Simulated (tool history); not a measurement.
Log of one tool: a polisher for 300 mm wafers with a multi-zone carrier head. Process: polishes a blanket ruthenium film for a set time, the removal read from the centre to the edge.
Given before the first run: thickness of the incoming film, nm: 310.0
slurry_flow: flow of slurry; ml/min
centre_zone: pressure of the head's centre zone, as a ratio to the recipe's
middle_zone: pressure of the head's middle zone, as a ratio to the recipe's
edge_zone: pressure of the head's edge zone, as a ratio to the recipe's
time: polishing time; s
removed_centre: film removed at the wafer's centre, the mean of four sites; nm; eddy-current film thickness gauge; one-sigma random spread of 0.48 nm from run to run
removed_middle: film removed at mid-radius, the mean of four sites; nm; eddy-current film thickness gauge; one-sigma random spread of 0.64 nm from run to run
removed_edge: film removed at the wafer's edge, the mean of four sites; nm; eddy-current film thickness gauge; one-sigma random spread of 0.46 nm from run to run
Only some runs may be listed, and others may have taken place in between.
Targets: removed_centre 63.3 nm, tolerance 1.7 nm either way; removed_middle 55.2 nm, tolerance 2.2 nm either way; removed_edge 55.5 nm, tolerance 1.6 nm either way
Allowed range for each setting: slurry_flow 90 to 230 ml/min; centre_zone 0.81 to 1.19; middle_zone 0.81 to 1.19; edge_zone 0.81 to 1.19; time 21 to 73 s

Run 1, hour 0: slurry_flow 150 ml/min, centre_zone 1, middle_zone 1, edge_zone 1, time 47 s. Result: removed_centre 43.425 nm, removed_middle 43.457 nm, removed_edge 42.805 nm.
Run 2, hour 4.2: slurry_flow 150 ml/min, centre_zone 0.95, middle_zone 1, edge_zone 1, time 47 s. Result: removed_centre 41.262 nm, removed_middle 43.701 nm, removed_edge 42.691 nm.
Run 3, hour 8.9: slurry_flow 150 ml/min, centre_zone 0.95, middle_zone 1, edge_zone 0.97, time 47 s. Result: removed_centre 41.799 nm, removed_middle 43.37 nm, removed_edge 43.317 nm.
Run 4, hour 12.6: slurry_flow 130 ml/min, centre_zone 0.95, middle_zone 1, edge_zone 0.97, time 47 s. Result: removed_centre 40.619 nm, removed_middle 41.448 nm, removed_edge 42.22 nm.
Run 5, hour 21.2: slurry_flow 130 ml/min, centre_zone 0.95, middle_zone 1, edge_zone 1.01, time 47 s. Result: removed_centre 41.02 nm, removed_middle 40.883 nm, removed_edge 43.476 nm.
Run 6, hour 28.4: slurry_flow 130 ml/min, centre_zone 0.95, middle_zone 1, edge_zone 1.01, time 57 s. Result: removed_centre 49.613 nm, removed_middle 49.732 nm, removed_edge 51.295 nm.
Run 7, hour 34.1: slurry_flow 140 ml/min, centre_zone 0.97, middle_zone 0.99, edge_zone 1.02, time 57 s. Result: removed_centre 50.913 nm, removed_middle 50.754 nm, removed_edge 52.799 nm.
Run 8, hour 35.1: slurry_flow 140 ml/min, centre_zone 0.97, middle_zone 0.99, edge_zone 1.02, time 57 s. Result: removed_centre 50.777 nm, removed_middle 50.483 nm, removed_edge 52.587 nm.
Run 9, hour 40.1: slurry_flow 180 ml/min, centre_zone 1.07, middle_zone 1, edge_zone 1, time 57 s. Result: removed_centre 56.94 nm, removed_middle 53.04 nm, removed_edge 53.502 nm.
Run 10, hour 48.1: slurry_flow 185 ml/min, centre_zone 1.08, middle_zone 1, edge_zone 1, time 57 s. Result: removed_centre 57.01 nm, removed_middle 54.842 nm, removed_edge 53.102 nm.
Run 11, hour 55.7: slurry_flow 185 ml/min, centre_zone 1.09, middle_zone 0.99, edge_zone 1.01, time 57 s. Result: removed_centre 57.812 nm, removed_middle 53.112 nm, removed_edge 53.452 nm.
Run 12, hour 64: slurry_flow 190 ml/min, centre_zone 1.1, middle_zone 0.99, edge_zone 1.01, time 57 s. Result: removed_centre 58.909 nm, removed_middle 51.713 nm, removed_edge 53.198 nm.
Run 13, hour 65.1: slurry_flow 190 ml/min, centre_zone 1.11, middle_zone 0.99, edge_zone 1.01, time 57 s. Result: removed_centre 59.748 nm, removed_middle 53.656 nm, removed_edge 53.589 nm.
Run 14, hour 71.6: slurry_flow 200 ml/min, centre_zone 1.13, middle_zone 0.99, edge_zone 1.03, time 57 s. Result: removed_centre 60.342 nm, removed_middle 53.476 nm, removed_edge 54.734 nm.
Run 15, hour 79.7: slurry_flow 200 ml/min, centre_zone 1.14, middle_zone 0.99, edge_zone 1.03, time 57 s. Result: removed_centre 61.357 nm, removed_middle 52.639 nm, removed_edge 53.885 nm.
Run 16, hour 87.8: slurry_flow 200 ml/min, centre_zone 1.14, middle_zone 0.99, edge_zone 1.03, time 57 s. Result: removed_centre 61.394 nm, removed_middle 53.842 nm, removed_edge 54.847 nm.

4 next moves are on the table. One of them brings every result within its allowed miss. Which?
Run A, hour 95.9: slurry_flow 195 ml/min, centre_zone 1.09, middle_zone 0.94, edge_zone 1.11, time 58 s. Result: removed_centre ?, removed_middle ?, removed_edge ?.
Run B, hour 95.9: slurry_flow 205 ml/min, centre_zone 1.11, middle_zone 0.99, edge_zone 1.03, time 56 s. Result: removed_centre ?, removed_middle ?, removed_edge ?.
Run C, hour 95.9: slurry_flow 180 ml/min, centre_zone 1.18, middle_zone 1.04, edge_zone 1.18, time 55 s. Result: removed_centre ?, removed_middle ?, removed_edge ?.
Run D, hour 95.9: slurry_flow 215 ml/min, centre_zone 1.12, middle_zone 0.97, edge_zone 0.97, time 59 s. Result: removed_centre ?, removed_middle ?, removed_edge ?.

move  removed_centre  removed_middle  removed_edge
   A          59.742          52.397        57.405
   B          58.973          52.669        53.613
   C          59.798          52.549        55.695
   D          62.989          55.067        55.117
A: its largest miss is bigger than the last run's
B: its largest miss is bigger than the last run's
C: its largest miss is bigger than the last run's
D: in spec on every target
Go with D: it meets all targets.
